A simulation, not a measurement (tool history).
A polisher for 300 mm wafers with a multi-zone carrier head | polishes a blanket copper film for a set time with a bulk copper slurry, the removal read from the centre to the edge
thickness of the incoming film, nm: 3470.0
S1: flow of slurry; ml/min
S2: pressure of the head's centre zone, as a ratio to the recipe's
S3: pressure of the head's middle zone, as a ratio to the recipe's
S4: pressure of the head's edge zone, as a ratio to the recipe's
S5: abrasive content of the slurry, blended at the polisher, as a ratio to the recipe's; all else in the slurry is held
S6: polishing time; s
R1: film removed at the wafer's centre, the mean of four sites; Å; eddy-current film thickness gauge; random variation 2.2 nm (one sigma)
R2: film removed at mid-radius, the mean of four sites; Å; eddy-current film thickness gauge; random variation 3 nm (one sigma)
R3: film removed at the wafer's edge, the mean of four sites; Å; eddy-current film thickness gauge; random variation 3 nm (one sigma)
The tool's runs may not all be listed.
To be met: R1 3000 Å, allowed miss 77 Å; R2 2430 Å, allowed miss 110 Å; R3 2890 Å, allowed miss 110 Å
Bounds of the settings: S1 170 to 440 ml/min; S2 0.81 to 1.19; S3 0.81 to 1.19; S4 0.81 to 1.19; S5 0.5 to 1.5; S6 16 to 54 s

run,hour,S1,S2,S3,S4,S5,S6,R1,R2,R3
1,0,280,1,1,1,1,35,4158.4,4182.9,4184.1
2,6.6,275,1.01,0.96,1,0.9,33,3843.5,3661.7,3870.5
3,10.2,275,1.01,0.96,1,0.9,27,3143.1,3059.3,3142.6
4,17.1,270,1.02,0.93,0.99,0.85,27,3124.8,2900.8,3079
5,24.7,260,1.02,0.9,0.98,0.85,27,3107.4,2832.6,3083.5
6,31.5,260,1.08,0.9,0.98,0.85,27,3257.4,2863,3106.2
7,36.8,255,1.08,0.88,0.98,0.8,27,3225.2,2670.3,2985.6
8,38.9,250,1.07,0.87,0.98,0.8,27,3149.2,2701.1,2976.3
9,41,245,1.07,0.86,0.99,0.75,27,3067.9,2561.8,3002.2

Which of these 5 next moves meets every target?
A,43.1,195,1.12,0.86,0.89,0.95,27,?,?,?
B,43.1,320,1.19,0.95,0.83,0.65,26,?,?,?
C,43.1,220,1.07,0.9,0.98,0.8,27,?,?,?
D,43.1,260,1.09,0.84,1.03,0.8,25,?,?,?
E,43.1,230,1.02,0.88,1.01,0.8,27,?,?,?

move,R1,R2,R3
A,3340.4,2705.7,2951.4
B,3333.6,2767.7,2647.1
C,3164,2753.8,3008.8
D,3049.5,2464.2,2905.4
E,3067,2721.3,3068.6
A: further off than the last run
B: further off than the last run
C: further off than the last run
D: meets every target
E: further off than the last run
Answer: D

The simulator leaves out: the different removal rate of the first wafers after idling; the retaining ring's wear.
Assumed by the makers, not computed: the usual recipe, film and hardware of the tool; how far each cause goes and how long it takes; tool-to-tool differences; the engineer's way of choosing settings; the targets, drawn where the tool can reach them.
